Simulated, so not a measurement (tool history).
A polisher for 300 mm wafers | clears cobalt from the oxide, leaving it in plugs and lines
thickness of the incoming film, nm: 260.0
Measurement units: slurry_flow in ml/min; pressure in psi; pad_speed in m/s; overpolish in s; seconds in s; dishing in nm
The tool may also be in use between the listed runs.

| run | hour | slurry_flow | pressure | pad_speed | overpolish | seconds | dishing |
|---|---|---|---|---|---|---|---|
| 1 | 0 | 195 | 1.5 | 0.78 | 14 | 84.403 | 29.532 |
| 2 | 6.1 | 195 | 1.8 | 0.78 | 14 | 71.823 | 31.722 |
| 3 | 7.4 | 245 | 1.8 | 0.78 | 14 | 70.266 | 33.172 |
| 4 | 11.1 | 245 | 1.8 | 0.78 | 10 | 70.441 | 26.237 |
| 5 | 12.4 | 245 | 1.6 | 0.78 | 10 | 78.753 | 25.186 |
| 6 | 16.5 | 245 | 1.6 | 0.78 | 15 | 78.576 | 31.422 |
| 7 | 21 | 205 | 1.3 | 0.66 | 15 | 114.8 | 24.92 |
| 8 | 23.1 | 150 | 0.9 | 0.44 | 19 | 249.7 | 16.628 |
| 9 | 25.4 | 150 | 0.9 | 0.44 | 19 | 243.1 | 16.139 |
| 10 | 27.1 | 150 | 0.7 | 0.44 | 23 | 316.94 | 15.622 |

Estimate the outcome of run 11 from the log above:
| 11 | 34 | 155 | 0.9 | 0.44 | 23 | ? | ? |

Logged for run 11: seconds 250.33 s, dishing 19.276 nm.
